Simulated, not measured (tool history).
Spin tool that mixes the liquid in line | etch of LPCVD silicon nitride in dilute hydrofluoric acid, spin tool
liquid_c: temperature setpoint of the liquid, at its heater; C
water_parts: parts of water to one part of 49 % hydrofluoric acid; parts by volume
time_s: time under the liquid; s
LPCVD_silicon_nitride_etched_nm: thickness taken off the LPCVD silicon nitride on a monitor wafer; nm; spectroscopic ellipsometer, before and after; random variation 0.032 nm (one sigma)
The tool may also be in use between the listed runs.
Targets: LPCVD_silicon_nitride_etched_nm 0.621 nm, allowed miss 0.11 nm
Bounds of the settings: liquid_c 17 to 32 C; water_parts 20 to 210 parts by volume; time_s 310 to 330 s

| run | hour | liquid_c | water_parts | time_s | LPCVD_silicon_nitride_etched_nm |
|---|---|---|---|---|---|
| 1 | 0 | 24 | 115 | 310 | 1.4375 |
| 2 | 2.1 | 24 | 90 | 310 | 1.9292 |
| 3 | 5.9 | 23.5 | 100 | 310 | 1.601 |
| 4 | 11.9 | 23.5 | 100 | 310 | 1.6505 |
| 5 | 14.6 | 23 | 110 | 310 | 1.3985 |
| 6 | 19 | 23 | 110 | 330 | 1.5473 |
| 7 | 26.1 | 22.5 | 115 | 325 | 1.3543 |
| 8 | 31 | 22.5 | 115 | 325 | 1.3923 |
| 9 | 36.7 | 22 | 120 | 325 | 1.2775 |
| 10 | 45 | 21.5 | 125 | 325 | 1.1692 |
| 11 | 47.2 | 21 | 130 | 325 | 1.0484 |
|  | 49 | hydrofluoric acid flow meter replaced |
| 12 | 49 | 21 | 135 | 325 | 0.93197 |
| 13 | 51 | 20.5 | 135 | 325 | 0.90727 |
| 14 | 52.3 | 19.5 | 145 | 320 | 0.86349 |
| 15 | 56.5 | 19.5 | 150 | 320 | 0.81875 |
| 16 | 62 | 19.5 | 155 | 320 | 0.77736 |

5 next moves are on the table. One of them brings every result within its allowed miss. Which?
| A | 67.5 | 17.5 | 160 | 310 | ? |
| B | 67.5 | 21 | 135 | 330 | ? |
| C | 67.5 | 17 | 210 | 310 | ? |
| D | 67.5 | 25 | 175 | 310 | ? |
| E | 67.5 | 20.5 | 140 | 310 | ? |

| move | LPCVD_silicon_nitride_etched_nm |
|---|---|
| A | 0.59369 |
| B | 0.94343 |
| C | 0.44198 |
| D | 0.88988 |
| E | 0.82726 |
A: meets every target
B: further off than the last run
C: takes the result that was furthest off past its target
D: further off than the last run
E: further off than the last run
Move A is the one to make.
